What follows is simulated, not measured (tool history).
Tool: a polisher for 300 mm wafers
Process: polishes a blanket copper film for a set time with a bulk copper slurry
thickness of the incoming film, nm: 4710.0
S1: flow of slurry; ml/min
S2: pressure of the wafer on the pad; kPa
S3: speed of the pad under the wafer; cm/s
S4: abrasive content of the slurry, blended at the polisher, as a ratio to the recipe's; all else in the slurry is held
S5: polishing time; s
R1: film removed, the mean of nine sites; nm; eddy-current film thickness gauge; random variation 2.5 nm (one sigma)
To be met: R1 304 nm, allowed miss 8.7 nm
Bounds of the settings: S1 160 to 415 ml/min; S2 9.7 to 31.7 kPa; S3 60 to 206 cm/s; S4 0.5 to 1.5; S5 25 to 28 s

run	day	S1	S2	S3	S4	S5	R1
1	0	265	20.7	132	1	28	359.71
2	0.129	265	20.7	132	1	28	356.59
3	0.5	240	20.7	132	1	28	352.44
4	0.771	240	20.7	132	1	28	352.06
5	0.879	240	20.7	132	1.2	28	371.84
6	0.962	305	20.7	132	1.2	28	382.35
7	1.121	305	20.7	132	1.2	28	385.17
8	1.35	295	19.3	132	1.2	28	356.19
9	1.438	290	18.6	132	1.2	28	344.1
10	1.483	285	17.9	132	1.2	28	331.96
11	1.554	280	17.2	132	1.2	28	317.56
12	1.858	275	17.2	132	1.2	28	314.96
13	2.083	270	17.2	132	1.2	28	319.22
14	2.138	265	17.2	132	1.2	28	316.85
15	2.354	260	17.2	132	1.2	28	319.36

4 next moves are on the table. One of them brings every result within its allowed miss. Which?
A	2.571	325	22.8	94	1.25	28	?
B	2.571	290	17.2	132	1.2	25	?
C	2.571	240	16.5	138	1.25	25	?
D	2.571	270	17.2	146	1.25	27	?

move	R1
A	304.56
B	282.23
C	282.07
D	338.28
A: meets every target
B: takes the result that was furthest off past its target
C: takes the result that was furthest off past its target
D: further off than the last run
Answer: A
